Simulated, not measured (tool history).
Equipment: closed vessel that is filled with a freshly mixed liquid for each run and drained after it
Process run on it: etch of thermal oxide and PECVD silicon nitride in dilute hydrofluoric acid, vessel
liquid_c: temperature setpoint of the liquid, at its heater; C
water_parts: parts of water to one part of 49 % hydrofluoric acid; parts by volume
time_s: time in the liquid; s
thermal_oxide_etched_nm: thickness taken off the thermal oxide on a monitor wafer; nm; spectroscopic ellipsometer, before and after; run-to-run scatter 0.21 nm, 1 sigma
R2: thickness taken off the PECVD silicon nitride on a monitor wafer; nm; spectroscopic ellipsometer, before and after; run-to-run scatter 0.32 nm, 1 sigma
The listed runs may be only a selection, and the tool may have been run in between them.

run 1 hour=0.0 | liquid_c=21.0 water_parts=110 time_s=1330 | thermal_oxide_etched_nm=53.331 R2=34.259
run 2 hour=5.0 | liquid_c=22.5 water_parts=110 time_s=1330 | thermal_oxide_etched_nm=56.708 R2=38.803
run 3 hour=9.6 | liquid_c=22.5 water_parts=110 time_s=920 | thermal_oxide_etched_nm=39.486 R2=26.976
run 4 hour=12.7 | liquid_c=23.5 water_parts=115 time_s=925 | thermal_oxide_etched_nm=39.399 R2=26.966
run 5 hour=20.6 | liquid_c=20.5 water_parts=115 time_s=925 | thermal_oxide_etched_nm=34.934 R2=22.365
run 6 hour=24.0 | liquid_c=22.5 water_parts=120 time_s=930 | thermal_oxide_etched_nm=35.997 R2=24.783
run 7 hour=29.5 | liquid_c=24.0 water_parts=120 time_s=935 | thermal_oxide_etched_nm=38.467 R2=27.247

Run 8, settings as shown, results not yet in. Your forecast:
run 8 hour=37.3 | liquid_c=24.0 water_parts=120 time_s=935 | thermal_oxide_etched_nm=? R2=?

thermal_oxide_etched_nm: 38.012 nm
R2: 27.568 nm
